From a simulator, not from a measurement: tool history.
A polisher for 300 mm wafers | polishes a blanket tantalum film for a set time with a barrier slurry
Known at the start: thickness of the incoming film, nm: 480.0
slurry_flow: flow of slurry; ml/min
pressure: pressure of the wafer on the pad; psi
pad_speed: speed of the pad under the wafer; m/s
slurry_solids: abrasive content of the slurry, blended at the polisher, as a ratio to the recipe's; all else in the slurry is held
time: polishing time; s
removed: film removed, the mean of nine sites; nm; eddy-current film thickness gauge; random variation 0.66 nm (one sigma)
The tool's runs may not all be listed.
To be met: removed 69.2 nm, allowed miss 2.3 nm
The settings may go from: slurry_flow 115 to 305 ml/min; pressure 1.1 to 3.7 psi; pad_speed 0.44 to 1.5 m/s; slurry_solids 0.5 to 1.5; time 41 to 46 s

run,hour,slurry_flow,pressure,pad_speed,slurry_solids,time,removed
1,0,195,2.4,0.96,1,46,99.845
2,4,195,2.4,1.04,1,46,108.41
3,4.8,195,2.4,1.04,1.15,46,112.29
4,13.3,195,2.4,1.04,1.15,41,100.51
5,19.9,190,2.2,1.04,1.15,41,92.683
6,22.9,190,2.2,1.14,1.15,41,101.65
7,28.2,180,1.6,1.12,1.15,41,75.161
8,35.8,165,1.4,1.12,1.15,41,66.155
9,37,170,1.4,1.12,1.15,41,66.805

Which of these 5 next moves meets every target?
A,38.2,140,1.5,1.1,1.2,41,?
B,38.2,120,1.3,1.08,1.1,45,?
C,38.2,155,1.2,1.2,1,42,?
D,38.2,180,1.2,1.08,1.25,44,?
E,38.2,140,1.4,1.04,1.25,42,?

move,removed
A,69.654
B,64.372
C,62.81
D,63.456
E,64.396
A: meets every target
B: further off than the last run
C: further off than the last run
D: further off than the last run
E: further off than the last run
Answer: A
